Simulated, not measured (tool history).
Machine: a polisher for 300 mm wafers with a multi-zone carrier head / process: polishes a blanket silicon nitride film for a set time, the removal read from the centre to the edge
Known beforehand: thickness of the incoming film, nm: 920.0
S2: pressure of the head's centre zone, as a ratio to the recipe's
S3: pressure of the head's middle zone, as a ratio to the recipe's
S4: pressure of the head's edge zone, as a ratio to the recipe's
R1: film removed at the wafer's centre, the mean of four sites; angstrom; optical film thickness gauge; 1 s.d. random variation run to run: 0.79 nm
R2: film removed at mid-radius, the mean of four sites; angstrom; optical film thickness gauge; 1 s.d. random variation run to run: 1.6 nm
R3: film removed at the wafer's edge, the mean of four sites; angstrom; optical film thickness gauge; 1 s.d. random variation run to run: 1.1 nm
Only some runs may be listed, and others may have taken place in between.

Run 1, day 0.000: flow of slurry (ml/min) 185, S2 1.00, S3 1.00, S4 1.00, polishing time (s) 59. Result: R1 1050.60 angstrom, R2 1054.00 angstrom, R3 1074.20 angstrom.
Run 2, day 0.329: flow of slurry (ml/min) 185, S2 1.00, S3 1.03, S4 1.00, polishing time (s) 59. Result: R1 1052.30 angstrom, R2 1083.30 angstrom, R3 1083.20 angstrom.
Run 3, day 0.688: flow of slurry (ml/min) 185, S2 1.00, S3 1.03, S4 1.06, polishing time (s) 59. Result: R1 1059.50 angstrom, R2 1091.60 angstrom, R3 1118.00 angstrom.
Run 4, day 0.908: flow of slurry (ml/min) 185, S2 1.00, S3 1.03, S4 1.06, polishing time (s) 49. Result: R1 884.97 angstrom, R2 916.72 angstrom, R3 924.51 angstrom.
Run 5, day 1.196: flow of slurry (ml/min) 185, S2 0.92, S3 1.03, S4 1.06, polishing time (s) 49. Result: R1 818.75 angstrom, R2 890.80 angstrom, R3 925.87 angstrom.
Run 6, day 1.517: flow of slurry (ml/min) 190, S2 0.92, S3 1.06, S4 1.08, polishing time (s) 51. Result: R1 860.59 angstrom, R2 980.28 angstrom, R3 969.09 angstrom.
Run 7, day 1.800: flow of slurry (ml/min) 190, S2 0.91, S3 1.07, S4 1.10, polishing time (s) 53. Result: R1 876.59 angstrom, R2 1030.80 angstrom, R3 1023.50 angstrom.
At day 2.104: slurry nozzle cleaned.
Run 8, day 2.104: flow of slurry (ml/min) 195, S2 0.91, S3 1.08, S4 1.11, polishing time (s) 54. Result: R1 955.02 angstrom, R2 1138.80 angstrom, R3 1109.90 angstrom.
Run 9, day 2.133: flow of slurry (ml/min) 205, S2 0.90, S3 1.08, S4 1.12, polishing time (s) 54. Result: R1 961.24 angstrom, R2 1133.20 angstrom, R3 1096.30 angstrom.
Run 10, day 2.475: flow of slurry (ml/min) 205, S2 0.89, S3 1.08, S4 1.13, polishing time (s) 55. Result: R1 985.88 angstrom, R2 1160.70 angstrom, R3 1107.90 angstrom.

What will run 11 give?
Run 11, day 2.512: flow of slurry (ml/min) 200, S2 0.89, S3 1.09, S4 1.14, polishing time (s) 56. Result: R1 ?, R2 ?, R3 ?.

{"run 11": {"R1": 985.04, "R2": 1164.4, "R3": 1152.3}}
